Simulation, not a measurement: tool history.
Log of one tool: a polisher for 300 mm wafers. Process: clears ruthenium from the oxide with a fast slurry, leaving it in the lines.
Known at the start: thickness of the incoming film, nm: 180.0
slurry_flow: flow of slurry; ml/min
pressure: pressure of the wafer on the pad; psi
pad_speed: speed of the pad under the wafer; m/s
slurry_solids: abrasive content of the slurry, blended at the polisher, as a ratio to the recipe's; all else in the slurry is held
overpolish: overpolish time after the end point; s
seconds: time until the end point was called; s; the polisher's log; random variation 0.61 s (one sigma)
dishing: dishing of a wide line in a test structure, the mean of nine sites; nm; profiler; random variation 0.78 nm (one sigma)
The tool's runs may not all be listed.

run	day	slurry_flow	pressure	pad_speed	slurry_solids	overpolish	seconds	dishing
1	0.000	195	2.6	0.84	1.0	27	52.407	47.951
2	0.317	195	2.6	0.96	1.0	27	47.510	50.516
3	0.362	195	3.1	0.96	1.0	27	41.044	52.923
4	0.604	195	3.1	0.96	1.0	38	41.769	59.448
5	0.929	195	3.1	0.96	1.0	28	41.727	54.368
6	1.179	195	3.2	0.96	1.0	28	39.823	54.655
7	1.292	195	3.3	0.96	1.0	28	38.746	53.678
8	1.521	195	3.3	0.96	1.0	29	40.439	54.790

Run 9 comes next. What will it give?
9	1.621	195	3.4	0.96	1.0	29	?	?

Run 9 gave seconds 38.844 s, dishing 54.860 nm.

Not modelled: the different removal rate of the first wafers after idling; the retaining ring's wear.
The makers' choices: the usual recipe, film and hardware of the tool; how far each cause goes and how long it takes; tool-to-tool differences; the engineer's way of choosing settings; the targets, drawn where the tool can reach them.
